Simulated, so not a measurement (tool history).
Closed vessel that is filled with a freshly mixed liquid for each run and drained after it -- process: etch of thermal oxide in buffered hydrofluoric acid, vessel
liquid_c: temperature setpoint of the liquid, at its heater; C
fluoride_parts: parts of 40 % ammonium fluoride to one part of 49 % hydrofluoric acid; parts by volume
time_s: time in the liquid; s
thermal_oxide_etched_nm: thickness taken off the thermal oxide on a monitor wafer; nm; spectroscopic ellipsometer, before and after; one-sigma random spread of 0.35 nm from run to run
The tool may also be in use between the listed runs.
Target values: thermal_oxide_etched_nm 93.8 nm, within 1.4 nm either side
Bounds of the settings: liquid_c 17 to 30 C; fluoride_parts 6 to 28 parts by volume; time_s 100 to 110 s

{"run": 1, "hour": 0.0, "liquid_c": 22, "fluoride_parts": 17, "time_s": 100, "thermal_oxide_etched_nm": 54.772}
{"run": 2, "hour": 2.1, "liquid_c": 20, "fluoride_parts": 17, "time_s": 100, "thermal_oxide_etched_nm": 49.29}
{"run": 3, "hour": 4.7, "liquid_c": 22.5, "fluoride_parts": 16.5, "time_s": 100, "thermal_oxide_etched_nm": 58.473}
{"run": 4, "hour": 5.9, "liquid_c": 24.5, "fluoride_parts": 16.5, "time_s": 100, "thermal_oxide_etched_nm": 65.509}
{"run": 5, "hour": 10.9, "liquid_c": 24.5, "fluoride_parts": 12.5, "time_s": 100, "thermal_oxide_etched_nm": 85.949}
{"run": 6, "hour": 15.6, "liquid_c": 24.5, "fluoride_parts": 12.5, "time_s": 100, "thermal_oxide_etched_nm": 85.148}
{"run": 7, "hour": 18.2, "liquid_c": 25, "fluoride_parts": 12.5, "time_s": 100, "thermal_oxide_etched_nm": 87.778}
{"run": 8, "hour": 19.2, "liquid_c": 25.5, "fluoride_parts": 12.5, "time_s": 100, "thermal_oxide_etched_nm": 89.976}

Consider the 4 candidate settings below. Which is the only one whose results all fall within their allowed miss of target?
{"run": "A", "hour": 20.2, "liquid_c": 25, "fluoride_parts": 12, "time_s": 105, "thermal_oxide_etched_nm": "?"}
{"run": "B", "hour": 20.2, "liquid_c": 27.5, "fluoride_parts": 13.5, "time_s": 100, "thermal_oxide_etched_nm": "?"}
{"run": "C", "hour": 20.2, "liquid_c": 22.5, "fluoride_parts": 10.5, "time_s": 100, "thermal_oxide_etched_nm": "?"}
{"run": "D", "hour": 20.2, "liquid_c": 24.5, "fluoride_parts": 13, "time_s": 110, "thermal_oxide_etched_nm": "?"}

move=A thermal_oxide_etched_nm=95.983
move=B thermal_oxide_etched_nm=93.368
move=C thermal_oxide_etched_nm=90.655
move=D thermal_oxide_etched_nm=90.449
A: moves the result that the last run missed by most past its target, out the other side
B: each result inside its tolerance
C: an improvement on the last run, though not all results are within tolerance
D: an improvement on the last run, though not all results are within tolerance
The move that meets every target is B.
